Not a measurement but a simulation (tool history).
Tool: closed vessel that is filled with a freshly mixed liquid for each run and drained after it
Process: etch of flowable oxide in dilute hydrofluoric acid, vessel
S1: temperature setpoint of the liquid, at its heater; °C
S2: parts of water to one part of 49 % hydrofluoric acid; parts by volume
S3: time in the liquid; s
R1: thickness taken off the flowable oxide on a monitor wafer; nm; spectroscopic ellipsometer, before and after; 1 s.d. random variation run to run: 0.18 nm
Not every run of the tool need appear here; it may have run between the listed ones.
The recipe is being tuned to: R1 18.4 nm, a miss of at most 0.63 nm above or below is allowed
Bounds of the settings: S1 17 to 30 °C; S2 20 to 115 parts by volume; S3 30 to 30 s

run,day,S1,S2,S3,R1
1,0,22,65,30,9.0738
2,0.121,23.5,60,30,10.588
3,0.15,26,60,30,11.749
4,0.521,26,60,30,11.85
5,0.858,26.5,55,30,13.073
6,1.042,26.5,55,30,13.099
7,1.367,30,40,30,20.697
8,1.7,27.5,40,30,19.093

Next run, 4 choices. One meets every target within its allowed miss, the rest don't. Which?
A,2.033,28.5,40,30,?
B,2.033,26,35,30,?
C,2.033,23,35,30,?
D,2.033,28,40,30,?

move,R1
A,19.798
B,20.594
C,18.183
D,19.404
A: misses by more than the last run did
B: misses by more than the last run did
C: meets every target
D: misses by more than the last run did
Correct choice: C, which meets every target

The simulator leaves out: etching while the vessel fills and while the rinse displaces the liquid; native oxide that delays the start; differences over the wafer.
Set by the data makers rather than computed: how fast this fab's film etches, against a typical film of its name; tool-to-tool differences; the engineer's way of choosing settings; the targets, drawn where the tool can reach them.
